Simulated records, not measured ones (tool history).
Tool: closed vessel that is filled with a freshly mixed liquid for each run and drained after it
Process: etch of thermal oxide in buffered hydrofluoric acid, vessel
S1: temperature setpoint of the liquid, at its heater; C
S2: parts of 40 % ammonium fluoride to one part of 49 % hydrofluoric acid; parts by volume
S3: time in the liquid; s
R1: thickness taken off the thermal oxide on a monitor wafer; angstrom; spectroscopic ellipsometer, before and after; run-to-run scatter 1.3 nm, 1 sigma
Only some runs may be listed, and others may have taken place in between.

{"run": 1, "hour": 0.0, "S1": 24.0, "S2": 11.5, "S3": 90, "R1": 900.02}
{"run": 2, "hour": 3.2, "S1": 24.0, "S2": 11.5, "S3": 95, "R1": 935.97}
{"run": 3, "hour": 11.0, "S1": 24.0, "S2": 13.5, "S3": 95, "R1": 816.47}
{"run": 4, "hour": 17.7, "S1": 26.0, "S2": 13.0, "S3": 95, "R1": 935.14}
{"run": 5, "hour": 20.9, "S1": 27.5, "S2": 12.5, "S3": 95, "R1": 1051.8}
{"run": 6, "hour": 22.5, "S1": 27.5, "S2": 12.5, "S3": 90, "R1": 1002.2}

Forecast run 7:
{"run": 7, "hour": 27.1, "S1": 28.5, "S2": 12.0, "S3": 90, "R1": "?"}

Run 7 gave R1 1093.40 angstrom.
